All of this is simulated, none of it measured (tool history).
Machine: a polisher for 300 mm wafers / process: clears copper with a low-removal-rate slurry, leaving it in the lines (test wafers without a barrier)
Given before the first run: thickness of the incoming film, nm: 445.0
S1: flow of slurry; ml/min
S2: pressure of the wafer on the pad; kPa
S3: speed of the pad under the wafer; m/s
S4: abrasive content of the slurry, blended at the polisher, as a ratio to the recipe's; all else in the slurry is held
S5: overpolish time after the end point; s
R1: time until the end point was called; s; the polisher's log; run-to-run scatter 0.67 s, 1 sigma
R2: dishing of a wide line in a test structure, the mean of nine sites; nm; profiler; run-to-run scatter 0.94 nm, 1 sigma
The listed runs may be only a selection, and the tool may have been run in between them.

run,hour,S1,S2,S3,S4,S5,R1,R2
1,0,275,24.8,1.36,1,22,106.65,70.041
2,5.5,275,24.8,1.36,0.9,22,110.11,69.206
3,10.8,280,26.2,1.36,0.9,20,102.72,67.432
4,14.7,280,26.2,1.36,1.05,20,101.24,67.979
5,19.4,280,26.2,1.36,1.05,28,100.3,89.263
6,21.4,290,27.6,1.36,1.1,25,93.025,87.238
7,28.2,300,28.3,1.36,1.1,22,92.588,79.041
8,29.2,300,29,1.36,1.1,20,89.009,76.667
9,32.4,315,31.7,1.38,1.1,13,79.573,59.348

Run 10 has not been measured yet. What should we expect?
10,40.5,315,31.7,1.38,1.1,14,?,?

R1: 79.928 s
R2: 62.146 nm
